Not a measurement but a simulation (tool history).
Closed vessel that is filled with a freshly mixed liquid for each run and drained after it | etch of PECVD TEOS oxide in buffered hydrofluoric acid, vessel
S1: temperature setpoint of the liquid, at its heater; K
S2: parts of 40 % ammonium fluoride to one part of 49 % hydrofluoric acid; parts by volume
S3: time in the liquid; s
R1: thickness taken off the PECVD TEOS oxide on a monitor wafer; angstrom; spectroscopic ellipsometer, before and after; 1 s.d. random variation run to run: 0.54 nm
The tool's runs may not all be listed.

run	hour	S1	S2	S3	R1
1	0.0	295.15	20.0	90	738.60
2	8.4	296.65	20.0	90	804.29
3	12.3	297.65	20.0	90	843.02
4	20.2	298.65	20.0	90	900.04
5	25.6	295.15	20.0	90	735.24
6	30.2	295.15	25.5	90	623.70

Estimate the outcome of run 7 from the log above:
7	33.3	296.65	25.0	90	?

R1: 687.95 angstrom
